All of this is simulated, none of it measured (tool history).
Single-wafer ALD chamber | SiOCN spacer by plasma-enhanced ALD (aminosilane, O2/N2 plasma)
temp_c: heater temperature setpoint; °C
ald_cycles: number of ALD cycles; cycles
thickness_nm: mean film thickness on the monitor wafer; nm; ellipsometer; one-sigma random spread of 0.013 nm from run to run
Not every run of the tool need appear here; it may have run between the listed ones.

run,hour,temp_c,ald_cycles,thickness_nm
1,0,390,38,2.2404
2,6.2,390,35,2.053
3,11.8,379,35,2.0655
4,20.4,379,37,2.1872
5,26.4,383,37,2.1937
6,33.3,383,38,2.2252
7,39.8,383,39,2.3011
8,47.8,383,40,2.3572
9,53.4,383,41,2.4186
10,56.9,383,42,2.472
11,63,383,43,2.5271

Run 12 comes next. What will it give?
12,65.6,383,44,?

{"run 12": {"thickness_nm": 2.6031}}
